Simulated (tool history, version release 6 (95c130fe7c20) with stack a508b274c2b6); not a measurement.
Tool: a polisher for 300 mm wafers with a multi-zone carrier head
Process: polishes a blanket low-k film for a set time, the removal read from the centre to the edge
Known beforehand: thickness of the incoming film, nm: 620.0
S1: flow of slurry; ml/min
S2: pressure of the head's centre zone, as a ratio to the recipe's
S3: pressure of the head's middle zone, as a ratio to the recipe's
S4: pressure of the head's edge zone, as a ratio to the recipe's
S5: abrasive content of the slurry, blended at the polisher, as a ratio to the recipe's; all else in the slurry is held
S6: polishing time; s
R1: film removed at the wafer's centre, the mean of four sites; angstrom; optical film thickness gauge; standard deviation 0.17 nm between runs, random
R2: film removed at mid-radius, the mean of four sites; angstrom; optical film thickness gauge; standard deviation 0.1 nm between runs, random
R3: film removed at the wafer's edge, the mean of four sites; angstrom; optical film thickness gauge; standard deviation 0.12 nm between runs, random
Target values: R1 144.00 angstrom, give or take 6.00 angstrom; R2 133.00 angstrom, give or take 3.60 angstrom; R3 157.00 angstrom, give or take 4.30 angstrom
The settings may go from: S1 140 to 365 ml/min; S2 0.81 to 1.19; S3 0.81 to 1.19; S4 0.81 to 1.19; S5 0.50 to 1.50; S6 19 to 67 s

run	hour	S1	S2	S3	S4	S5	S6	R1	R2	R3
1	0.0	235	1.00	1.00	1.00	1.00	43	161.15	157.07	163.19
2	3.0	235	1.00	1.00	1.00	1.00	49	188.14	179.56	183.95
3	4.1	235	0.93	1.00	1.00	1.00	49	170.14	178.45	186.40
4	12.4	235	0.93	1.08	1.00	1.00	49	174.14	187.40	184.30
5	17.2	235	0.93	1.02	1.00	1.00	49	173.20	181.25	184.78
6	23.3	285	0.93	1.02	1.00	1.00	49	172.28	183.83	185.23
7	24.1	285	0.93	1.02	1.00	1.00	49	178.32	186.80	185.27
8	26.7	275	0.93	0.98	0.99	0.95	49	172.77	173.95	180.91
9	35.2	215	0.86	0.88	0.89	0.75	49	139.85	144.89	154.06
10	36.8	210	0.87	0.87	0.90	0.75	49	140.26	143.74	154.83
11	43.0	205	0.88	0.86	0.91	0.75	49	140.24	141.94	158.06
12	45.1	205	0.89	0.85	0.91	0.75	49	142.49	142.33	157.56
13	46.8	200	0.90	0.84	0.92	0.75	49	145.61	139.39	155.42
14	53.4	195	0.90	0.83	0.93	0.75	49	146.42	136.09	159.13

Pick the move, out of 5, that brings all results within their allowed miss; only one does.
A	60.0	180	0.93	0.84	1.00	0.80	46	?	?	?
B	60.0	250	0.89	0.83	0.93	0.55	56	?	?	?
C	60.0	180	0.95	0.84	0.89	0.75	50	?	?	?
D	60.0	320	0.85	0.84	0.96	0.55	55	?	?	?
E	60.0	140	0.92	0.85	0.91	0.85	49	?	?	?

move	R1	R2	R3
A	141.11	131.26	156.65
B	143.82	138.34	159.46
C	152.39	138.76	156.78
D	137.93	139.77	161.42
E	148.18	140.90	160.66
A: all results in spec
B: further off than the last run
C: further off than the last run
D: further off than the last run
E: further off than the last run
A is the move that brings every result within its allowed miss.
